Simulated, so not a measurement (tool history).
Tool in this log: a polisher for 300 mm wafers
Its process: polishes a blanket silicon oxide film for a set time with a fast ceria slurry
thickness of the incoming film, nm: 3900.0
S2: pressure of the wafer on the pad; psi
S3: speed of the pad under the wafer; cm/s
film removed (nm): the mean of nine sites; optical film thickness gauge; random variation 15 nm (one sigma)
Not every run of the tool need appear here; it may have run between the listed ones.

run 1 hour=0 | flow_of_slurry_(ml/min)=275 S2=2.9 S3=126 polishing_time_(s)=60 | film_removed_(nm)=1038.8
run 2 hour=1.9 | flow_of_slurry_(ml/min)=275 S2=3 S3=126 polishing_time_(s)=60 | film_removed_(nm)=1083.2
run 3 hour=10.3 | flow_of_slurry_(ml/min)=275 S2=3 S3=126 polishing_time_(s)=60 | film_removed_(nm)=1079.4
run 4 hour=15.1 | flow_of_slurry_(ml/min)=275 S2=3.1 S3=126 polishing_time_(s)=60 | film_removed_(nm)=1097.9
run 5 hour=21.4 | flow_of_slurry_(ml/min)=275 S2=3.2 S3=126 polishing_time_(s)=60 | film_removed_(nm)=1131.8
run 6 hour=28.2 | flow_of_slurry_(ml/min)=275 S2=3.3 S3=126 polishing_time_(s)=60 | film_removed_(nm)=1175.9

Predict the results of run 7:
run 7 hour=31.8 | flow_of_slurry_(ml/min)=275 S2=3.4 S3=126 polishing_time_(s)=60 | film_removed_(nm)=?

film removed (nm): 1212.6

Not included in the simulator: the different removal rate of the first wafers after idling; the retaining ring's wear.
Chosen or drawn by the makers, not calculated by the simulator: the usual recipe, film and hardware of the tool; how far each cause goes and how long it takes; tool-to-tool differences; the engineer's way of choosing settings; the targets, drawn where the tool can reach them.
